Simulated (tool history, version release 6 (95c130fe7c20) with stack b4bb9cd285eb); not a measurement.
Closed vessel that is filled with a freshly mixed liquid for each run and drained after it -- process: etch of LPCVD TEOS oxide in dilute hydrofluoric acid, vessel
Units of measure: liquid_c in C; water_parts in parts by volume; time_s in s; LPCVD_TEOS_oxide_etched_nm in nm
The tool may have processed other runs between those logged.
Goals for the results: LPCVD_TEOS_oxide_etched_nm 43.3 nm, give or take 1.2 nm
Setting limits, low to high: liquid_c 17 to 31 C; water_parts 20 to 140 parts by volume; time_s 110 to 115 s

Run 1, hour 0: liquid_c 23 C, water_parts 75 parts by volume, time_s 110 s. Result: LPCVD_TEOS_oxide_etched_nm 28.359 nm.
Run 2, hour 7.4: liquid_c 23 C, water_parts 75 parts by volume, time_s 110 s. Result: LPCVD_TEOS_oxide_etched_nm 28.502 nm.
Run 3, hour 11.2: liquid_c 24.5 C, water_parts 75 parts by volume, time_s 110 s. Result: LPCVD_TEOS_oxide_etched_nm 30.583 nm.
Run 4, hour 13.2: liquid_c 25.5 C, water_parts 75 parts by volume, time_s 110 s. Result: LPCVD_TEOS_oxide_etched_nm 31.243 nm.
Run 5, hour 15.4: liquid_c 26.5 C, water_parts 75 parts by volume, time_s 110 s. Result: LPCVD_TEOS_oxide_etched_nm 32.615 nm.
Run 6, hour 16.2: liquid_c 26.5 C, water_parts 90 parts by volume, time_s 110 s. Result: LPCVD_TEOS_oxide_etched_nm 26.785 nm.
Run 7, hour 22: liquid_c 27 C, water_parts 85 parts by volume, time_s 110 s. Result: LPCVD_TEOS_oxide_etched_nm 29.248 nm.
Run 8, hour 30.9: liquid_c 31 C, water_parts 65 parts by volume, time_s 110 s. Result: LPCVD_TEOS_oxide_etched_nm 45.526 nm.
Run 9, hour 36.2: liquid_c 30.5 C, water_parts 65 parts by volume, time_s 110 s. Result: LPCVD_TEOS_oxide_etched_nm 44.449 nm.

4 next moves are on the table. One of them brings every result within its allowed miss. Which?
Run A, hour 41.5: liquid_c 26 C, water_parts 55 parts by volume, time_s 115 s. Result: LPCVD_TEOS_oxide_etched_nm ?.
Run B, hour 41.5: liquid_c 30.5 C, water_parts 70 parts by volume, time_s 110 s. Result: LPCVD_TEOS_oxide_etched_nm ?.
Run C, hour 41.5: liquid_c 31 C, water_parts 65 parts by volume, time_s 115 s. Result: LPCVD_TEOS_oxide_etched_nm ?.
Run D, hour 41.5: liquid_c 29.5 C, water_parts 65 parts by volume, time_s 110 s. Result: LPCVD_TEOS_oxide_etched_nm ?.

move  LPCVD_TEOS_oxide_etched_nm
   A                      47.272
   B                      41.501
   C                      47.993
   D                      43.323
A: the biggest miss grows against the last run
B: carries the result that was furthest off beyond its target, to the other side
C: the biggest miss grows against the last run
D: meets every target
Go with D: it meets all targets.
